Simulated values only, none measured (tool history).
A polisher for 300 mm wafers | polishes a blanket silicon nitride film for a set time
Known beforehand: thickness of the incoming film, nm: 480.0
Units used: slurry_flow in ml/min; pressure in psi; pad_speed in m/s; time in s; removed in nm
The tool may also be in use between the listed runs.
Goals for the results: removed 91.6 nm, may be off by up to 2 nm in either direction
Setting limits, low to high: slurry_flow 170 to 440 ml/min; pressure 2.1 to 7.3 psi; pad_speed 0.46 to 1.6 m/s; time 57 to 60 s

Run 1, hour 0: slurry_flow 280 ml/min, pressure 4.7 psi, pad_speed 1.02 m/s, time 57 s. Result: removed 138.22 nm.
Run 2, hour 5.6: slurry_flow 280 ml/min, pressure 4.7 psi, pad_speed 0.84 m/s, time 57 s. Result: removed 123.24 nm.
Run 3, hour 6.2: slurry_flow 280 ml/min, pressure 4.5 psi, pad_speed 0.84 m/s, time 57 s. Result: removed 118.66 nm.
Run 4, hour 13.5: slurry_flow 280 ml/min, pressure 4.4 psi, pad_speed 0.84 m/s, time 57 s. Result: removed 115 nm.
Run 5, hour 22.1: slurry_flow 280 ml/min, pressure 4.4 psi, pad_speed 0.84 m/s, time 57 s. Result: removed 116.34 nm.
Run 6, hour 30: slurry_flow 280 ml/min, pressure 3.9 psi, pad_speed 0.84 m/s, time 57 s. Result: removed 102.86 nm.
Run 7, hour 35.8: slurry_flow 280 ml/min, pressure 3.8 psi, pad_speed 0.84 m/s, time 57 s. Result: removed 100.33 nm.
Run 8, hour 43.2: slurry_flow 270 ml/min, pressure 3.6 psi, pad_speed 0.84 m/s, time 57 s. Result: removed 95.659 nm.
Run 9, hour 50.3: slurry_flow 265 ml/min, pressure 3.6 psi, pad_speed 0.84 m/s, time 57 s. Result: removed 95.095 nm.
Run 10, hour 57.2: slurry_flow 260 ml/min, pressure 3.6 psi, pad_speed 0.84 m/s, time 57 s. Result: removed 94.492 nm.
Run 11, hour 60.9: slurry_flow 260 ml/min, pressure 3.6 psi, pad_speed 0.84 m/s, time 57 s. Result: removed 94.524 nm.

Which single option among these 5 for the next run brings every result within its allowed miss of target? Just one does.
Run A, hour 64.6: slurry_flow 390 ml/min, pressure 2.6 psi, pad_speed 1.18 m/s, time 57 s. Result: removed ?.
Run B, hour 64.6: slurry_flow 235 ml/min, pressure 3.2 psi, pad_speed 0.88 m/s, time 57 s. Result: removed ?.
Run C, hour 64.6: slurry_flow 285 ml/min, pressure 3.6 psi, pad_speed 0.66 m/s, time 59 s. Result: removed ?.
Run D, hour 64.6: slurry_flow 230 ml/min, pressure 3.8 psi, pad_speed 0.74 m/s, time 57 s. Result: removed ?.
Run E, hour 64.6: slurry_flow 335 ml/min, pressure 3 psi, pad_speed 0.9 m/s, time 59 s. Result: removed ?.

move  removed
   A   88.305
   B   86.156
   C   85.786
   D   91.515
   E   87.441
A: carries the result that was furthest off beyond its target, to the other side
B: carries the result that was furthest off beyond its target, to the other side
C: carries the result that was furthest off beyond its target, to the other side
D: every result within its allowed miss
E: carries the result that was furthest off beyond its target, to the other side
Correct choice: D, which meets every target

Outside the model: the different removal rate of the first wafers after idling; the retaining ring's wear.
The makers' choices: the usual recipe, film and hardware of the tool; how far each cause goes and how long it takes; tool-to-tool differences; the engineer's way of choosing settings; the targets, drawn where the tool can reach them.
